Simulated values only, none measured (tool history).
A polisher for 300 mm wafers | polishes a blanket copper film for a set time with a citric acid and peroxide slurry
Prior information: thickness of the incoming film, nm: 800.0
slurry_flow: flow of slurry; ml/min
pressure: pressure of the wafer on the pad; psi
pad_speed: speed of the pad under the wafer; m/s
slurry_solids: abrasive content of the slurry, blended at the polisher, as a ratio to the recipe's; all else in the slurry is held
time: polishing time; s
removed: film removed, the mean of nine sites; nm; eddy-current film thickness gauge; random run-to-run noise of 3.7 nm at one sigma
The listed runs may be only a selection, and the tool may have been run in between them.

run  hour  slurry_flow  pressure  pad_speed  slurry_solids  time  removed
  1   0.0          245       4.0       0.98            1.0    78   229.22
  2   1.4          245       4.0       0.98            1.2    78   232.37
  3   9.4          245       4.0       0.82            1.2    78   208.16
  4  16.6          245       4.4       0.82            1.2    78   232.10
  5  17.7          245       4.4       0.90            1.2    78   239.11
     19.4  -- head pressure recalibrated
  6  19.4          245       4.7       0.90            1.2    78   286.19

Predict the results of run 7:
  7  26.7          245       4.7       0.90            1.2    78        ?

{"run 7": {"removed": 283.31}}

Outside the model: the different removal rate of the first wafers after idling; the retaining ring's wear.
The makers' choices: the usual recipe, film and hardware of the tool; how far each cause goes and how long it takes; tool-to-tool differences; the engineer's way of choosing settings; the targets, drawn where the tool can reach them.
